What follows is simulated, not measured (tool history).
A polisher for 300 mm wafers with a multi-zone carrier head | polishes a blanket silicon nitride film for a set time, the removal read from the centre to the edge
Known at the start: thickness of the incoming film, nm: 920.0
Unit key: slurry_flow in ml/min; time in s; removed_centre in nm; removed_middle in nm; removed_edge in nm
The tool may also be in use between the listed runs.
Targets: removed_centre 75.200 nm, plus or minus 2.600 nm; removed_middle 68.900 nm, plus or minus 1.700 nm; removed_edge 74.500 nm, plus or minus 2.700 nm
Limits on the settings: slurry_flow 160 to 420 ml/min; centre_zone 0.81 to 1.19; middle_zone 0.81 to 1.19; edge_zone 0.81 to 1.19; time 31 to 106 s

run,hour,slurry_flow,centre_zone,middle_zone,edge_zone,time,removed_centre,removed_middle,removed_edge
1,0.0,270,1.00,1.00,1.00,68,119.550,120.680,121.360
2,3.9,270,1.04,1.00,1.00,68,121.250,120.840,122.070
3,9.1,270,1.04,1.00,1.00,74,133.970,130.750,130.110
4,16.7,270,1.04,1.00,0.92,74,133.460,128.030,127.280
5,22.7,270,1.04,1.00,0.92,83,148.910,146.060,140.730
6,26.7,270,1.04,0.92,0.92,83,148.130,135.540,140.510
7,35.4,265,1.03,0.92,0.91,78,138.240,126.850,133.410
8,43.8,265,1.03,0.93,0.90,73,129.220,119.040,125.010
9,47.5,265,1.03,0.93,0.89,69,121.840,114.620,117.670
10,52.7,265,1.03,0.92,0.88,65,117.760,106.910,110.390
11,54.5,265,1.02,0.91,0.88,62,109.610,100.970,103.760
12,61.2,260,1.01,0.90,0.88,60,104.710,95.445,100.380
13,66.6,245,0.94,0.86,0.81,41,66.598,62.846,65.885
14,72.8,320,0.99,0.88,0.91,40,70.674,63.579,68.711
15,75.1,315,0.99,0.89,0.92,40,70.290,64.735,70.821

Which single option among these 4 for the next run brings every result within its allowed miss of target? Just one does.
A,77.4,340,1.04,0.94,1.03,41,?,?,?
B,77.4,305,0.95,0.93,0.87,43,?,?,?
C,77.4,415,1.03,1.02,0.88,39,?,?,?
D,77.4,350,0.89,0.96,0.92,43,?,?,?

move,removed_centre,removed_middle,removed_edge
A,76.107,69.504,74.705
B,72.549,71.663,71.892
C,72.924,71.862,66.645
D,69.073,74.423,74.351
A: hits every target within its allowed miss
B: takes the result that was furthest off past its target
C: takes the result that was furthest off past its target
D: takes the result that was furthest off past its target
A meets every target.

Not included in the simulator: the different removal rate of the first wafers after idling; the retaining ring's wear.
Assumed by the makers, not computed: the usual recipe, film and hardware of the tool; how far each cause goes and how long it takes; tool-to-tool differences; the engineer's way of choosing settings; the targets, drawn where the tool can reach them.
